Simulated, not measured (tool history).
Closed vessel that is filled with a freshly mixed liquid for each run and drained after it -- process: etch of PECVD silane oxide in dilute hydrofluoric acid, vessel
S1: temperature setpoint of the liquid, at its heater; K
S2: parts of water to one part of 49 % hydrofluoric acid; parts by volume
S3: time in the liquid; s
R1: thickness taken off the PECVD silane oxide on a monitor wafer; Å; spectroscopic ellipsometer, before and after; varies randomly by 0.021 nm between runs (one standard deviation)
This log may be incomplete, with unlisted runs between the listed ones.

run  hour      S1   S2  S3      R1
  1     0  297.15   95  80  121.42
  2   5.3  296.15  100  80   109.5
  3  12.3  295.65  105  80  101.95
  4  13.5  295.65   85  80  128.81
  5  19.8  295.15   90  80  118.42
  6  22.9  294.65   95  80  109.26

Run 7, settings as shown, results not yet in. Your forecast:
  7  31.2  294.15  100  80   ?

Run 7 came out at R1 101.5 Å.
